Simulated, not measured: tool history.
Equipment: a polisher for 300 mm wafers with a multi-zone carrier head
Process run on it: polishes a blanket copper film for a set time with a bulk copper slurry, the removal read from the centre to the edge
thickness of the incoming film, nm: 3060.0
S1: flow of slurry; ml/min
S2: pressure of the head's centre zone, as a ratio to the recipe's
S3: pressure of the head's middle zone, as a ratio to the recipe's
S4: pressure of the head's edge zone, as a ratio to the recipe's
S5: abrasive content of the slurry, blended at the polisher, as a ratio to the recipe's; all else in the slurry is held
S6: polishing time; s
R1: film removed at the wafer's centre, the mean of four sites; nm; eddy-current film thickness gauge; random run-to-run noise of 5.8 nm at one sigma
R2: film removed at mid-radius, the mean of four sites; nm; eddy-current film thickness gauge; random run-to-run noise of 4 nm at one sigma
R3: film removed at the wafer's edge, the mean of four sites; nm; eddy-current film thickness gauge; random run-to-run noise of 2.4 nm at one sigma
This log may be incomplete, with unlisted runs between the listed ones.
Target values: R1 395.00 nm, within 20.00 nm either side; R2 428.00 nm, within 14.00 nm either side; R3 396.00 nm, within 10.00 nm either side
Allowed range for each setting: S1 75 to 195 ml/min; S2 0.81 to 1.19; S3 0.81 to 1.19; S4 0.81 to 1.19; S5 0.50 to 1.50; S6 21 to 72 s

run	hour	S1	S2	S3	S4	S5	S6	R1	R2	R3
1	0.0	125	1.00	1.00	1.00	1.00	46	355.73	360.60	359.36
2	4.9	125	0.95	1.00	1.00	1.00	46	343.22	360.10	359.72
3	8.9	125	0.91	1.00	1.00	1.00	46	324.64	357.29	359.10
4	9.6	125	0.91	1.00	1.05	1.00	46	317.65	354.25	367.28
5	14.8	135	0.93	1.02	1.05	1.00	46	335.84	364.15	368.33
6	16.3	135	0.93	1.02	1.05	1.00	41	296.97	326.04	329.80
7	24.3	140	0.95	1.04	1.06	1.10	41	318.58	338.21	340.87
8	32.2	145	0.95	1.07	1.06	1.15	41	311.85	353.36	348.17
9	36.1	155	0.98	1.09	1.06	1.20	41	341.62	358.90	350.95
10	37.4	160	0.98	1.11	1.06	1.25	42	353.03	391.36	369.60
11	41.4	165	0.99	1.12	1.07	1.25	42	360.40	390.56	366.77
12	50.0	170	0.99	1.13	1.08	1.30	42	357.22	398.40	376.24
13	53.4	175	1.00	1.14	1.08	1.35	42	368.93	401.24	382.40
14	60.8	180	1.01	1.15	1.08	1.35	42	381.24	410.36	378.91

Below are 5 possible settings for the next run. Only one of them brings all results inside the allowed miss of their targets. Which is it?
A	68.2	195	0.96	1.19	1.05	1.40	39	?	?	?
B	68.2	180	1.07	1.05	1.15	1.25	43	?	?	?
C	68.2	195	0.99	1.17	1.09	1.50	42	?	?	?
D	68.2	170	0.96	1.19	1.01	1.45	42	?	?	?
E	68.2	190	1.05	1.18	1.06	1.35	41	?	?	?

move	R1	R2	R3
A	350.46	391.05	353.61
B	413.85	382.60	394.63
C	395.61	423.18	394.38
D	371.52	415.68	370.89
E	398.11	403.64	369.33
A: moves away from the targets compared with the last run
B: meets the target for the result that was furthest off, but another lies outside its allowed miss
C: each result inside its tolerance
D: moves away from the targets compared with the last run
E: moves away from the targets compared with the last run
C meets every target.
